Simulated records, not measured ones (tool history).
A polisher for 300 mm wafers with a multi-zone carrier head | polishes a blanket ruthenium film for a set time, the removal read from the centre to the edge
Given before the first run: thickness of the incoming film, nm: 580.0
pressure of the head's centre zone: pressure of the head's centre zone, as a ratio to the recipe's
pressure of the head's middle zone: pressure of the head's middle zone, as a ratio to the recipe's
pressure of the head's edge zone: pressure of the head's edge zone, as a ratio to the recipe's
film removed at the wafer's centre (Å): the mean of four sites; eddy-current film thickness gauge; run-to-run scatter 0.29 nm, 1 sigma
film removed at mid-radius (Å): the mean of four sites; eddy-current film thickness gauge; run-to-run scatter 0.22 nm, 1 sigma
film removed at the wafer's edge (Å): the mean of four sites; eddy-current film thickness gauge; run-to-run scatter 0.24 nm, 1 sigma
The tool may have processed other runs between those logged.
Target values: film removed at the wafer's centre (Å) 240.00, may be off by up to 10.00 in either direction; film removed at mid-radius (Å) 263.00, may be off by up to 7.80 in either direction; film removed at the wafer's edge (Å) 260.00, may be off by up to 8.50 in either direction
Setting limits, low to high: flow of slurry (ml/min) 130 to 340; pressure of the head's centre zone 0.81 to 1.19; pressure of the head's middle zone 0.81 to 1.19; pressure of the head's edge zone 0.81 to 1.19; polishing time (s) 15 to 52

run    day  flow of slurry (ml/min)  pressure of the head's centre zone  pressure of the head's middle zone  pressure of the head's edge zone  polishing time (s)  film removed at the wafer's centre (Å)  film removed at mid-radius (Å)  film removed at the wafer's edge (Å)
  1  0.000                      220                                1.00                                1.00                              1.00                  33                                  472.67                          477.88                                472.78
  2  0.292                      210                                0.97                                0.98                              0.97                  29                                  399.12                          402.05                                404.42
  3  0.458                      205                                0.93                                0.98                              0.94                  26                                  338.51                          359.21                                350.59
  4  0.654                      195                                0.90                                0.96                              0.91                  25                                  316.70                          335.71                                329.84
  5  0.867                      220                                0.90                                0.96                              0.91                  25                                  322.44                          343.41                                340.04
  6  1.117                      270                                0.90                                0.96                              0.91                  25                                  339.82                          357.98                                338.36
  7  1.138                      255                                0.88                                0.95                              0.89                  23                                  306.64                          324.92                                311.51
  8  1.454                      245                                0.86                                0.94                              0.88                  22                                  282.80                          299.94                                297.39
  9  1.671                      240                                0.85                                0.94                              0.86                  21                                  265.49                          290.37                                277.60
 10  1.975                      225                                0.84                                0.93                              0.85                  21                                  264.51                          282.92                                273.99
     2.079  -- slurry nozzle cleaned
 11  2.079                      210                                0.83                                0.93                              0.85                  21                                  256.59                          286.41                                282.02
 12  2.342                      210                                0.83                                0.92                              0.84                  21                                  266.71                          281.86                                275.97
 13  2.704                      205                                0.82                                0.92                              0.84                  21                                  255.49                          288.12                                276.43

Which single option among these 4 for the next run brings every result within its allowed miss of target? Just one does.
  A  3.067                      130                                0.82                                0.81                              1.06                  22                                       ?                               ?                                     ?
  B  3.067                      220                                0.88                                0.99                              0.98                  18                                       ?                               ?                                     ?
  C  3.067                      190                                0.82                                0.97                              0.85                  20                                       ?                               ?                                     ?
  D  3.067                      210                                0.81                                1.00                              0.82                  20                                       ?                               ?                                     ?

move  film removed at the wafer's centre (Å)  film removed at mid-radius (Å)  film removed at the wafer's edge (Å)
   A                                  242.65                          247.31                                312.69
   B                                  231.31                          259.74                                261.05
   C                                  237.27                          278.28                                267.73
   D                                  238.57                          289.48                                266.09
A: takes the biggest miss from the last run beyond its target
B: all results in spec
C: nearer than the last run, and not there yet
D: misses by more than the last run did
Go with B: it meets all targets.
